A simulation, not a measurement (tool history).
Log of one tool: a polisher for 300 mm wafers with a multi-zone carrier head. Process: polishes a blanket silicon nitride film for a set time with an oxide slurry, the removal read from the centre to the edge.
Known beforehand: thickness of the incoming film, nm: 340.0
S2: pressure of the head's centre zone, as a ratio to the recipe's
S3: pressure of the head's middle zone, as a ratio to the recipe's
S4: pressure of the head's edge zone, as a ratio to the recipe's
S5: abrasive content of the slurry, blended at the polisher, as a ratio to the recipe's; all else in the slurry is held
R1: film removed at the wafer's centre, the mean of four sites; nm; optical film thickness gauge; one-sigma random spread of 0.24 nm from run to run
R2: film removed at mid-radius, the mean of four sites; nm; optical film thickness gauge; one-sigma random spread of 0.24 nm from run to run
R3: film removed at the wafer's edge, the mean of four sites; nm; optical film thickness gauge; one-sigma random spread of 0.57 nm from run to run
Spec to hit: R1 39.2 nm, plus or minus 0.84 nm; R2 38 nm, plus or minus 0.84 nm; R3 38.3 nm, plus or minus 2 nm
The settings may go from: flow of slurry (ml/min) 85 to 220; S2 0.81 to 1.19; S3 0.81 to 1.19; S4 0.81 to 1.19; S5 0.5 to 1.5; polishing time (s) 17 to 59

{"run": 1, "hour": 0.0, "flow of slurry (ml/min)": 140, "S2": 1, "S3": 1, "S4": 1, "S5": 1, "polishing time (s)": 38, "R1": 41.782, "R2": 41.24, "R3": 41.537}
{"run": 2, "hour": 6.8, "flow of slurry (ml/min)": 130, "S2": 1, "S3": 1, "S4": 0.99, "S5": 1, "polishing time (s)": 38, "R1": 41.433, "R2": 41.641, "R3": 41.852}
{"run": 3, "hour": 14.3, "flow of slurry (ml/min)": 130, "S2": 1, "S3": 1, "S4": 1.03, "S5": 1, "polishing time (s)": 38, "R1": 41.555, "R2": 41.24, "R3": 42.655}
{"run": 4, "hour": 17.2, "flow of slurry (ml/min)": 130, "S2": 1, "S3": 1, "S4": 0.95, "S5": 1, "polishing time (s)": 38, "R1": 41.396, "R2": 41.295, "R3": 40.269}
{"run": 5, "hour": 21.9, "flow of slurry (ml/min)": 130, "S2": 1, "S3": 1, "S4": 0.95, "S5": 1, "polishing time (s)": 29, "R1": 31.383, "R2": 31.696, "R3": 31.259}
{"run": 6, "hour": 27.0, "flow of slurry (ml/min)": 130, "S2": 1.05, "S3": 1, "S4": 0.95, "S5": 1, "polishing time (s)": 29, "R1": 33.198, "R2": 31.636, "R3": 31.111}
{"run": 7, "hour": 32.7, "flow of slurry (ml/min)": 145, "S2": 1.06, "S3": 1.02, "S4": 1, "S5": 1, "polishing time (s)": 29, "R1": 34.049, "R2": 32.574, "R3": 32.531}
{"run": 8, "hour": 39.7, "flow of slurry (ml/min)": 160, "S2": 1.07, "S3": 1.04, "S4": 1.04, "S5": 1, "polishing time (s)": 29, "R1": 34.902, "R2": 33.775, "R3": 32.993}
{"run": 9, "hour": 44.6, "flow of slurry (ml/min)": 165, "S2": 1.08, "S3": 1.05, "S4": 1.07, "S5": 1.05, "polishing time (s)": 29, "R1": 36.183, "R2": 34.589, "R3": 34.284}
{"run": 10, "hour": 51.3, "flow of slurry (ml/min)": 175, "S2": 1.08, "S3": 1.06, "S4": 1.1, "S5": 1.05, "polishing time (s)": 29, "R1": 36.201, "R2": 35.363, "R3": 35.95}

Of the 4 settings listed for the next run, only one would bring every result within its allowed miss of target. Which one?
{"run": "A", "hour": 58.0, "flow of slurry (ml/min)": 175, "S2": 1.14, "S3": 1.14, "S4": 0.92, "S5": 1.05, "polishing time (s)": 31, "R1": "?", "R2": "?", "R3": "?"}
{"run": "B", "hour": 58.0, "flow of slurry (ml/min)": 140, "S2": 1, "S3": 1, "S4": 1.19, "S5": 0.9, "polishing time (s)": 32, "R1": "?", "R2": "?", "R3": "?"}
{"run": "C", "hour": 58.0, "flow of slurry (ml/min)": 165, "S2": 1.09, "S3": 1.08, "S4": 1.05, "S5": 1, "polishing time (s)": 34, "R1": "?", "R2": "?", "R3": "?"}
{"run": "D", "hour": 58.0, "flow of slurry (ml/min)": 150, "S2": 1.07, "S3": 1.04, "S4": 1.11, "S5": 1.15, "polishing time (s)": 31, "R1": "?", "R2": "?", "R3": "?"}

move=A R1=41.208 R2=39.783 R3=34.477
move=B R1=33.351 R2=33.193 R3=35.959
move=C R1=41.815 R2=40.464 R3=38.767
move=D R1=39.519 R2=37.856 R3=38.432
A: takes the result that was furthest off past its target
B: misses by more than the last run did
C: takes the result that was furthest off past its target
D: all results land within tolerance of their targets
The move that meets every target is D.
